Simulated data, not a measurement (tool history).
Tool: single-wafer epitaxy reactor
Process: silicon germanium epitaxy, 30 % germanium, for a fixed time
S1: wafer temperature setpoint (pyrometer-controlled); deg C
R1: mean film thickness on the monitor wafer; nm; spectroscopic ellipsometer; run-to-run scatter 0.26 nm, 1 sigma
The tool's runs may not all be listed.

Run 1, day 0.000: S1 580 deg C, chamber pressure (Torr) 19.6. Result: R1 40.011 nm.
Run 2, day 0.142: S1 584 deg C, chamber pressure (Torr) 19.7. Result: R1 42.931 nm.
Run 3, day 0.275: S1 573 deg C, chamber pressure (Torr) 19.7. Result: R1 34.677 nm.
Run 4, day 0.638: S1 567 deg C, chamber pressure (Torr) 19.7. Result: R1 30.689 nm.
Run 5, day 0.746: S1 574 deg C, chamber pressure (Torr) 19.8. Result: R1 35.191 nm.
Run 6, day 0.892: S1 579 deg C, chamber pressure (Torr) 19.9. Result: R1 39.147 nm.

Predict the results of run 7:
Run 7, day 0.979: S1 591 deg C, chamber pressure (Torr) 20.2. Result: R1 ?.

R1: 50.311 nm
